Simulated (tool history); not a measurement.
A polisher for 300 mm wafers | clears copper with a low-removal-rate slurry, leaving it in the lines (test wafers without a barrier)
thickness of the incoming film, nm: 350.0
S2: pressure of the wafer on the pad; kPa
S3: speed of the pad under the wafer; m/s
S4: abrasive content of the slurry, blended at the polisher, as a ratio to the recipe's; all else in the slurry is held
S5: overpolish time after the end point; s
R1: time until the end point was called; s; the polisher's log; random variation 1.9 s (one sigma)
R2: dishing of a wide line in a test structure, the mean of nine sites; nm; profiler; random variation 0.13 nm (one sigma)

{"run": 1, "day": 0.0, "flow of slurry (ml/min)": 305, "S2": 26.2, "S3": 0.94, "S4": 1.0, "S5": 13, "R1": 113.2, "R2": 28.648}
{"run": 2, "day": 0.088, "flow of slurry (ml/min)": 245, "S2": 26.2, "S3": 0.94, "S4": 1.0, "S5": 13, "R1": 113.95, "R2": 28.066}
{"run": 3, "day": 0.283, "flow of slurry (ml/min)": 245, "S2": 26.2, "S3": 1.14, "S4": 1.0, "S5": 13, "R1": 96.945, "R2": 31.846}
{"run": 4, "day": 0.638, "flow of slurry (ml/min)": 245, "S2": 23.4, "S3": 1.14, "S4": 1.0, "S5": 13, "R1": 107.43, "R2": 29.434}
{"run": 5, "day": 0.871, "flow of slurry (ml/min)": 245, "S2": 20.0, "S3": 1.14, "S4": 1.0, "S5": 13, "R1": 120.95, "R2": 26.249}
{"run": 6, "day": 1.183, "flow of slurry (ml/min)": 245, "S2": 18.6, "S3": 1.06, "S4": 1.0, "S5": 12, "R1": 138.44, "R2": 21.847}
{"run": 7, "day": 1.325, "flow of slurry (ml/min)": 245, "S2": 17.2, "S3": 1.02, "S4": 1.0, "S5": 12, "R1": 148.41, "R2": 20.001}

Run 8 comes next. What will it give?
{"run": 8, "day": 1.433, "flow of slurry (ml/min)": 245, "S2": 16.5, "S3": 0.98, "S4": 1.0, "S5": 12, "R1": "?", "R2": "?"}

R1: 163.230 s
R2: 18.793 nm
